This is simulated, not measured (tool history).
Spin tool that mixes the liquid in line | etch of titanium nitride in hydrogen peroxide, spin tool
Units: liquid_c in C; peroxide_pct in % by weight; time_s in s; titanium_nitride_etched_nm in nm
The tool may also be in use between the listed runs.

| run | hour | liquid_c | peroxide_pct | time_s | titanium_nitride_etched_nm |
|---|---|---|---|---|---|
| 1 | 0 | 45 | 22 | 60 | 2.533 |
| 2 | 1.4 | 46 | 22 | 60 | 2.7437 |
| 3 | 9.4 | 46 | 19.5 | 60 | 2.6756 |
| 4 | 16.5 | 47 | 19.5 | 60 | 2.8924 |
| 5 | 18.9 | 42 | 19.5 | 60 | 1.9908 |
| 6 | 21.8 | 42 | 22 | 60 | 2.0571 |

Forecast run 7:
| 7 | 23.5 | 43.5 | 22 | 60 | ? |

titanium_nitride_etched_nm: 2.2675 nm
